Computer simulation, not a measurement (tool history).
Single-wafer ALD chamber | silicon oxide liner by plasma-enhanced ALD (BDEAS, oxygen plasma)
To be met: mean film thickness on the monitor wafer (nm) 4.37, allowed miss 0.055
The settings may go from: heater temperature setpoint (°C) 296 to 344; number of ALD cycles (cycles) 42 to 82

run	hour	heater temperature setpoint (°C)	number of ALD cycles (cycles)	mean film thickness on the monitor wafer (nm)
1	0	320	62	5.5566
2	6.4	322	58	5.1773
3	13.6	324	55	4.8884
4	14.3	327	53	4.6957
5	16.8	330	52	4.5888
6	25.7	325	52	4.6231
7	33.9	327	51	4.5004
8	39.6	328	51	4.4997
9	41.9	330	51	4.4795

5 next moves are on the table. One of them brings every result within its allowed miss. Which?
A	44.2	342	53	?
B	44.2	338	52	?
C	44.2	334	53	?
D	44.2	322	51	?
E	44.2	319	49	?

move	mean film thickness on the monitor wafer (nm)
A	4.5924
B	4.5292
C	4.6402
D	4.5341
E	4.3729
A: further off than the last run
B: further off than the last run
C: further off than the last run
D: further off than the last run
E: meets every target
The right move is E.
